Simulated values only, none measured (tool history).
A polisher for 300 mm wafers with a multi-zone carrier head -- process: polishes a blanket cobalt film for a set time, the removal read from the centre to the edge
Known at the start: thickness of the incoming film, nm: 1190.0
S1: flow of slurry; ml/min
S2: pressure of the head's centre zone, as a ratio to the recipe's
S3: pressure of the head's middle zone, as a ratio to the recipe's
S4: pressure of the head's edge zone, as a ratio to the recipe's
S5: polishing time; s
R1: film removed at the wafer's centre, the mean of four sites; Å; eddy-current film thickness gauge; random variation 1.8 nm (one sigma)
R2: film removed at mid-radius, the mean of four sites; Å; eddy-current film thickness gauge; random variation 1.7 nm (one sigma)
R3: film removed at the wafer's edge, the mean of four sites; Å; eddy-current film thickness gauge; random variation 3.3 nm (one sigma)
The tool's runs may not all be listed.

run  hour   S1    S2    S3    S4  S5      R1      R2      R3
  1   0.0  140  1.00  1.00  1.00  39  1789.8  1783.3  1689.5
  2   1.6  140  1.00  1.00  1.00  45  2066.6  2058.5  1967.9
  3   2.6  155  1.00  1.02  1.03  45  2114.7  2117.4  2030.1
  4  11.3  165  1.00  1.04  1.05  45  2087.4  2177.5  2064.1
  5  15.1  180  1.00  1.04  1.05  45  2115.2  2200.4  2008.1
  6  21.7  145  1.00  1.04  1.05  45  2086.4  2151.3  2028.1

What does the tool deliver on the next run?
     27.2  -- edge zone pressure recalibrated
  7  27.2  145  1.02  1.06  1.08  46   ?   ?   ?

Run 7 yielded R1 2175.4 Å, R2 2200.3 Å, R3 2147.8 Å.

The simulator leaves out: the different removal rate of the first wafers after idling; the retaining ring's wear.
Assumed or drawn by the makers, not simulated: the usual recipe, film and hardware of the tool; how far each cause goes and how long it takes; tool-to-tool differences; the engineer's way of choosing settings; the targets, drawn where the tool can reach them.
